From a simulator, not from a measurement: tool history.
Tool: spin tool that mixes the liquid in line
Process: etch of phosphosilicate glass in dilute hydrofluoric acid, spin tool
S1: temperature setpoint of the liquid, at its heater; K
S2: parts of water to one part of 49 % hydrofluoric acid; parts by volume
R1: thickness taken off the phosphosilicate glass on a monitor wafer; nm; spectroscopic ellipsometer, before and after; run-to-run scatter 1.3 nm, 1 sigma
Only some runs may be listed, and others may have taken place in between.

{"run": 1, "day": 0.0, "S1": 297.15, "S2": 240, "time under the liquid (s)": 265, "R1": 58.408}
{"run": 2, "day": 0.254, "S1": 297.15, "S2": 280, "time under the liquid (s)": 265, "R1": 47.583}
{"run": 3, "day": 0.575, "S1": 297.15, "S2": 280, "time under the liquid (s)": 265, "R1": 48.042}
{"run": 4, "day": 0.946, "S1": 298.65, "S2": 245, "time under the liquid (s)": 265, "R1": 58.51}
{"run": 5, "day": 0.992, "S1": 299.65, "S2": 215, "time under the liquid (s)": 265, "R1": 72.223}
{"run": 6, "day": 1.225, "S1": 300.65, "S2": 195, "time under the liquid (s)": 265, "R1": 84.241}

What will run 7 give?
{"run": 7, "day": 1.346, "S1": 304.65, "S2": 115, "time under the liquid (s)": 265, "R1": "?"}

{"run 7": {"R1": 186.9}}

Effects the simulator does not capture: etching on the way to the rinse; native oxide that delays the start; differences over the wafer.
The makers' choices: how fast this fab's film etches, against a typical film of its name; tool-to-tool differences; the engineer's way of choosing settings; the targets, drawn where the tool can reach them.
